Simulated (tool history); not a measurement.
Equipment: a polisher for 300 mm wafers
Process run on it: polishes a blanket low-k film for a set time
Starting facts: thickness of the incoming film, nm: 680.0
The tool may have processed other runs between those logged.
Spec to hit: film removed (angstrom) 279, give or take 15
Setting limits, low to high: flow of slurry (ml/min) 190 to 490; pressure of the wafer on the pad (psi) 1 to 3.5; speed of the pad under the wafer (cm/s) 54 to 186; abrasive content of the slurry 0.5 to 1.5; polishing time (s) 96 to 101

run	day	flow of slurry (ml/min)	pressure of the wafer on the pad (psi)	speed of the pad under the wafer (cm/s)	abrasive content of the slurry	polishing time (s)	film removed (angstrom)
1	0	315	2.2	118	1	96	480.63
2	0.138	315	2.2	118	1.15	96	508.95
3	0.346	315	2.2	118	1	96	466.79
4	0.604	355	2.2	118	1	96	477.93
5	0.912	355	2.1	118	1	96	453.15
6	1.154	355	2.1	100	1	96	407.62
7	1.408	355	2	100	1	96	408.91
8	1.492	355	1.9	98	1	96	360.53
# day 1.612: conditioning disc replaced and pad reconditioned
9	1.612	355	1.8	98	1	96	395.33
10	1.892	355	1.8	98	1	96	408.44
11	2.217	355	1.2	92	1	96	260.65

Exactly one of the 5 candidate moves below puts every result within its allowed miss. Which one?
A	2.542	330	1.6	80	1	101	?
B	2.542	305	2.1	58	0.8	96	?
C	2.542	375	1.4	94	1.05	101	?
D	2.542	400	1.1	78	1.15	100	?
E	2.542	300	1.5	86	1.1	100	?

move	film removed (angstrom)
A	330.69
B	279.89
C	341.07
D	242.97
E	339.23
A: the result that was furthest off in the last run now lies on the other side of its target
B: each result inside its tolerance
C: the result that was furthest off in the last run now lies on the other side of its target
D: further off than the last run
E: the result that was furthest off in the last run now lies on the other side of its target
Go with B: it meets all targets.

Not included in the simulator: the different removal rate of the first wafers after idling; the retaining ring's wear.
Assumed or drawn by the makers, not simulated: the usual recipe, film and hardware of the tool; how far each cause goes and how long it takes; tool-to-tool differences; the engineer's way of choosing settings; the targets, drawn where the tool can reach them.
